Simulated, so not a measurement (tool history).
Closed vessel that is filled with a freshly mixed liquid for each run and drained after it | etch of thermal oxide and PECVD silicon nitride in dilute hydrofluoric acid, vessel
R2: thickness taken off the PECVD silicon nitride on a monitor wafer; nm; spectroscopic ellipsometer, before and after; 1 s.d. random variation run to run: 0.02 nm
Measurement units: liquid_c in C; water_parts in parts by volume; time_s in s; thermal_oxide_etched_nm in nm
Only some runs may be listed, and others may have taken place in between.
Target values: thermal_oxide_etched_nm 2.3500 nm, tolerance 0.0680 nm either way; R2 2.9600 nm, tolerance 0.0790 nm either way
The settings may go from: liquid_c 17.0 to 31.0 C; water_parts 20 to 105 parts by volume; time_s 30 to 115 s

{"run": 1, "hour": 0.0, "liquid_c": 23.0, "water_parts": 55, "time_s": 60, "thermal_oxide_etched_nm": 5.0474, "R2": 5.9504}
{"run": 2, "hour": 5.2, "liquid_c": 21.5, "water_parts": 55, "time_s": 60, "thermal_oxide_etched_nm": 4.7976, "R2": 5.3234}
{"run": 3, "hour": 8.6, "liquid_c": 21.5, "water_parts": 70, "time_s": 60, "thermal_oxide_etched_nm": 3.6864, "R2": 4.1539}
{"run": 4, "hour": 10.9, "liquid_c": 22.5, "water_parts": 80, "time_s": 60, "thermal_oxide_etched_nm": 3.3135, "R2": 3.9972}
{"run": 5, "hour": 17.1, "liquid_c": 20.0, "water_parts": 80, "time_s": 60, "thermal_oxide_etched_nm": 3.0086, "R2": 3.3029}
{"run": 6, "hour": 26.0, "liquid_c": 20.0, "water_parts": 80, "time_s": 40, "thermal_oxide_etched_nm": 2.007, "R2": 2.2296}
{"run": 7, "hour": 34.1, "liquid_c": 21.0, "water_parts": 80, "time_s": 40, "thermal_oxide_etched_nm": 2.09, "R2": 2.3601}
{"run": 8, "hour": 39.6, "liquid_c": 22.0, "water_parts": 80, "time_s": 40, "thermal_oxide_etched_nm": 2.158, "R2": 2.5377}
{"run": 9, "hour": 48.8, "liquid_c": 22.5, "water_parts": 80, "time_s": 40, "thermal_oxide_etched_nm": 2.1965, "R2": 2.6356}
{"run": 10, "hour": 52.3, "liquid_c": 22.5, "water_parts": 80, "time_s": 40, "thermal_oxide_etched_nm": 2.2209, "R2": 2.6487}
{"run": 11, "hour": 56.4, "liquid_c": 23.0, "water_parts": 80, "time_s": 40, "thermal_oxide_etched_nm": 2.2649, "R2": 2.7136}
{"run": 12, "hour": 58.0, "liquid_c": 23.5, "water_parts": 80, "time_s": 40, "thermal_oxide_etched_nm": 2.3016, "R2": 2.8049}

Next run, 5 choices. One meets every target within its allowed miss, the rest don't. Which?
{"run": "A", "hour": 59.6, "liquid_c": 23.5, "water_parts": 105, "time_s": 55, "thermal_oxide_etched_nm": "?", "R2": "?"}
{"run": "B", "hour": 59.6, "liquid_c": 19.0, "water_parts": 75, "time_s": 50, "thermal_oxide_etched_nm": "?", "R2": "?"}
{"run": "C", "hour": 59.6, "liquid_c": 21.0, "water_parts": 65, "time_s": 35, "thermal_oxide_etched_nm": "?", "R2": "?"}
{"run": "D", "hour": 59.6, "liquid_c": 27.5, "water_parts": 105, "time_s": 45, "thermal_oxide_etched_nm": "?", "R2": "?"}
{"run": "E", "hour": 59.6, "liquid_c": 25.5, "water_parts": 90, "time_s": 40, "thermal_oxide_etched_nm": "?", "R2": "?"}

move=A thermal_oxide_etched_nm=2.3366 R2=2.9788
move=B thermal_oxide_etched_nm=2.5623 R2=2.7764
move=C thermal_oxide_etched_nm=2.2769 R2=2.5648
move=D thermal_oxide_etched_nm=2.2339 R2=3.1603
move=E thermal_oxide_etched_nm=2.1861 R2=2.8773
A: in spec on every target
B: misses by more than the last run did
C: misses by more than the last run did
D: pushes the last run's worst result past its target
E: misses by more than the last run did
Answer: A
